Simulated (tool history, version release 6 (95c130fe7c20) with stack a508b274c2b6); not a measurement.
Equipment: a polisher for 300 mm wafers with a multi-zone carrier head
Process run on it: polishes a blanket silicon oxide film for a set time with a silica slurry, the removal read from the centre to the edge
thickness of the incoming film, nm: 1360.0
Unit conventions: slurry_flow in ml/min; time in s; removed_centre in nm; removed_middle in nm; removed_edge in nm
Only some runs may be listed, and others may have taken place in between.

run 1 day=0.000 | slurry_flow=215 centre_zone=1.00 middle_zone=1.00 edge_zone=1.00 slurry_solids=1.00 time=74 | removed_centre=239.93 removed_middle=234.41 removed_edge=238.97
run 2 day=0.279 | slurry_flow=215 centre_zone=0.99 middle_zone=0.99 edge_zone=0.99 slurry_solids=0.95 time=73 | removed_centre=224.18 removed_middle=220.71 removed_edge=225.55
run 3 day=0.492 | slurry_flow=215 centre_zone=0.99 middle_zone=0.99 edge_zone=0.92 slurry_solids=0.95 time=73 | removed_centre=227.74 removed_middle=227.71 removed_edge=220.53
run 4 day=0.817 | slurry_flow=180 centre_zone=0.99 middle_zone=0.99 edge_zone=0.92 slurry_solids=0.95 time=73 | removed_centre=218.59 removed_middle=217.26 removed_edge=217.58
run 5 day=1.004 | slurry_flow=180 centre_zone=0.99 middle_zone=0.99 edge_zone=0.92 slurry_solids=0.85 time=73 | removed_centre=211.27 removed_middle=206.86 removed_edge=205.07
run 6 day=1.071 | slurry_flow=180 centre_zone=0.99 middle_zone=0.99 edge_zone=0.92 slurry_solids=1.00 time=73 | removed_centre=226.51 removed_middle=217.35 removed_edge=222.08
run 7 day=1.367 | slurry_flow=180 centre_zone=0.99 middle_zone=0.98 edge_zone=0.91 slurry_solids=0.95 time=72 | removed_centre=217.67 removed_middle=212.89 removed_edge=209.26
run 8 day=1.638 | slurry_flow=175 centre_zone=0.98 middle_zone=0.96 edge_zone=0.91 slurry_solids=0.90 time=72 | removed_centre=210.14 removed_middle=207.81 removed_edge=206.57

Run 9, settings as shown, results not yet in. Your forecast:
run 9 day=1.817 | slurry_flow=170 centre_zone=0.98 middle_zone=0.95 edge_zone=0.91 slurry_solids=0.85 time=71 | removed_centre=? removed_middle=? removed_edge=?

For run 9 the tool returned removed_centre 202.18 nm, removed_middle 197.72 nm, removed_edge 196.87 nm.
